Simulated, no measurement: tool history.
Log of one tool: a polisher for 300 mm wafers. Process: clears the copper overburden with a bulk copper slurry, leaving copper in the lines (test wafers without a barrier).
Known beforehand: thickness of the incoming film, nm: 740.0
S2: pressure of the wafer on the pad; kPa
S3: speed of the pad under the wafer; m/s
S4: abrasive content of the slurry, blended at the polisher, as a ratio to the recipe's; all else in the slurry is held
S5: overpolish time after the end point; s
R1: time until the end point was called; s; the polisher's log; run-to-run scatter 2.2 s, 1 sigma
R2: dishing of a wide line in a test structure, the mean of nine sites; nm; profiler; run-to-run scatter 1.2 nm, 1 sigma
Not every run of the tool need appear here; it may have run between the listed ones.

run 1 day=0 | flow_of_slurry_(ml/min)=125 S2=20 S3=1.08 S4=1 S5=11 | R1=69.577 R2=51.294
run 2 day=0.192 | flow_of_slurry_(ml/min)=125 S2=17.9 S3=1.06 S4=1 S5=12 | R1=78.355 R2=52.627
run 3 day=0.329 | flow_of_slurry_(ml/min)=105 S2=17.9 S3=1.06 S4=1 S5=12 | R1=83.637 R2=49.814
run 4 day=0.533 | flow_of_slurry_(ml/min)=105 S2=17.9 S3=1.06 S4=1 S5=8 | R1=84.702 R2=37.895
run 5 day=0.804 | flow_of_slurry_(ml/min)=105 S2=17.9 S3=1.06 S4=1 S5=3 | R1=81.872 R2=17.34
run 6 day=1.054 | flow_of_slurry_(ml/min)=100 S2=17.2 S3=1.04 S4=1 S5=5 | R1=87.944 R2=23.791
run 7 day=1.15 | flow_of_slurry_(ml/min)=100 S2=16.5 S3=1.02 S4=1 S5=7 | R1=95.443 R2=32.22
run 8 day=1.292 | flow_of_slurry_(ml/min)=100 S2=15.9 S3=1.02 S4=1 S5=8 | R1=95.934 R2=33.996

Run 9 has not been measured yet. What should we expect?
run 9 day=1.358 | flow_of_slurry_(ml/min)=100 S2=15.2 S3=1.02 S4=1 S5=9 | R1=? R2=?

R1: 99.562 s
R2: 35.527 nm
